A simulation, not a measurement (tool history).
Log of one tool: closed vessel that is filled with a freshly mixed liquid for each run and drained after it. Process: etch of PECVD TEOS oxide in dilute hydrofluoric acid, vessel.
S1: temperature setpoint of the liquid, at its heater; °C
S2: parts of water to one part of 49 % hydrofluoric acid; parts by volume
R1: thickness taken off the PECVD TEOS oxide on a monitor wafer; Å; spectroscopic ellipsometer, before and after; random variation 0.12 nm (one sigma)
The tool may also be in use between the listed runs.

Run 1, hour 0.0: S1 22.0 °C, S2 235 parts by volume, time in the liquid (s) 255. Result: R1 175.96 Å.
Run 2, hour 8.9: S1 21.5 °C, S2 240 parts by volume, time in the liquid (s) 255. Result: R1 168.94 Å.
Run 3, hour 17.4: S1 21.0 °C, S2 245 parts by volume, time in the liquid (s) 255. Result: R1 162.58 Å.
Run 4, hour 25.2: S1 20.5 °C, S2 250 parts by volume, time in the liquid (s) 255. Result: R1 154.19 Å.
Run 5, hour 28.8: S1 22.0 °C, S2 250 parts by volume, time in the liquid (s) 255. Result: R1 162.40 Å.
Run 6, hour 32.4: S1 21.5 °C, S2 255 parts by volume, time in the liquid (s) 255. Result: R1 154.76 Å.

The next listed run, before its measurement:
Run 7, hour 36.0: S1 21.0 °C, S2 255 parts by volume, time in the liquid (s) 255. Result: R1 ?.

R1: 154.67 Å
